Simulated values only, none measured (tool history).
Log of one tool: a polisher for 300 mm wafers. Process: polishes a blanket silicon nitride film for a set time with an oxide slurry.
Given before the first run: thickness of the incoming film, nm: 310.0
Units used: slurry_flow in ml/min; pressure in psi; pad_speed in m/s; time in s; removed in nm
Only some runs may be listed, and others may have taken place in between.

{"run": 1, "day": 0.0, "slurry_flow": 145, "pressure": 2.5, "pad_speed": 1.02, "slurry_solids": 1, "time": 123, "removed": 54.779}
{"run": 2, "day": 0.15, "slurry_flow": 140, "pressure": 2.4, "pad_speed": 1.02, "slurry_solids": 1, "time": 123, "removed": 53.011}
{"run": 3, "day": 0.25, "slurry_flow": 155, "pressure": 2.4, "pad_speed": 1.02, "slurry_solids": 1, "time": 123, "removed": 54.375}
{"run": 4, "day": 0.367, "slurry_flow": 155, "pressure": 2.7, "pad_speed": 1.02, "slurry_solids": 1, "time": 123, "removed": 57.979}
{"run": 5, "day": 0.596, "slurry_flow": 155, "pressure": 2.7, "pad_speed": 0.92, "slurry_solids": 1, "time": 123, "removed": 53.382}
{"run": 6, "day": 0.958, "slurry_flow": 155, "pressure": 2.6, "pad_speed": 0.92, "slurry_solids": 1, "time": 123, "removed": 52.625}

What will run 7 give?
{"run": 7, "day": 0.983, "slurry_flow": 150, "pressure": 2.5, "pad_speed": 0.92, "slurry_solids": 1, "time": 123, "removed": "?"}

{"run 7": {"removed": 50.638}}

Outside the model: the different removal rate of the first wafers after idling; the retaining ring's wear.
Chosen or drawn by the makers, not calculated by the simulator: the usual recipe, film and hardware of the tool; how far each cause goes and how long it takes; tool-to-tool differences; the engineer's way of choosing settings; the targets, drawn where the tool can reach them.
